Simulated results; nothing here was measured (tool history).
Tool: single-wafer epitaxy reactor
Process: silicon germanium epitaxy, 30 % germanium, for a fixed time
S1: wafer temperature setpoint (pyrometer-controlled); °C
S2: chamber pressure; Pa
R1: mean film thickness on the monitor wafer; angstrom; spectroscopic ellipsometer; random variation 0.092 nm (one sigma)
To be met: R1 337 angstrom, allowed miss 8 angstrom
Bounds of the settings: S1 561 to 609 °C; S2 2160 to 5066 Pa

run    day   S1    S2      R1
  1      0  585  3613  486.88
  2    0.1  591  3613  536.64
  3  0.346  583  3613  471.23
  4    0.5  590  3613  532.01
  5  0.708  590  3333  503.37
  6  1.042  583  3333  447.73
  7  1.071  580  3320  427.04
  8  1.308  577  3306  401.81
  9    1.5  575  3293  389.04
     1.588  -- capacitance manometer re-zeroed and calibrated
 10  1.588  575  3293  405.48
 11  1.929  572  3280  384.88
 12  2.092  570  3266  368.94
 13  2.229  569  3266  364.11
 14  2.483  568  3266  358.07

5 next moves are on the table. One of them brings every result within its allowed miss. Which?
  A  2.738  564  3346   ?
  B  2.738  563  3746   ?
  C  2.738  575  2773   ?
  D  2.738  570  3040   ?
  E  2.738  570  3106   ?

move      R1
   A   336.9
   B  354.56
   C  359.32
   D   351.3
   E  356.35
A: meets every target
B: nearer than the last run, and not there yet
C: further off than the last run
D: nearer than the last run, and not there yet
E: nearer than the last run, and not there yet
Answer: A
